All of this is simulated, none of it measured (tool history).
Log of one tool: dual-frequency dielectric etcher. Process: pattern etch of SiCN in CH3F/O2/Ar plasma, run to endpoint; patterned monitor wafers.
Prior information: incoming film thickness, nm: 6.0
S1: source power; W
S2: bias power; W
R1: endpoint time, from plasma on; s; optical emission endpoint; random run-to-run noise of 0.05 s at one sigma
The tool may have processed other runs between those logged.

run  hour   S1  S2      R1
  1   0.0  420  56  16.456
  2   4.8  370  56  17.448
  3  13.4  370  50  18.213
  4  22.4  420  53  16.716
  5  23.4  450  55  15.923
  6  30.9  450  47  16.885

Forecast run 7:
  7  34.7  530  58   ?

R1: 14.424 s

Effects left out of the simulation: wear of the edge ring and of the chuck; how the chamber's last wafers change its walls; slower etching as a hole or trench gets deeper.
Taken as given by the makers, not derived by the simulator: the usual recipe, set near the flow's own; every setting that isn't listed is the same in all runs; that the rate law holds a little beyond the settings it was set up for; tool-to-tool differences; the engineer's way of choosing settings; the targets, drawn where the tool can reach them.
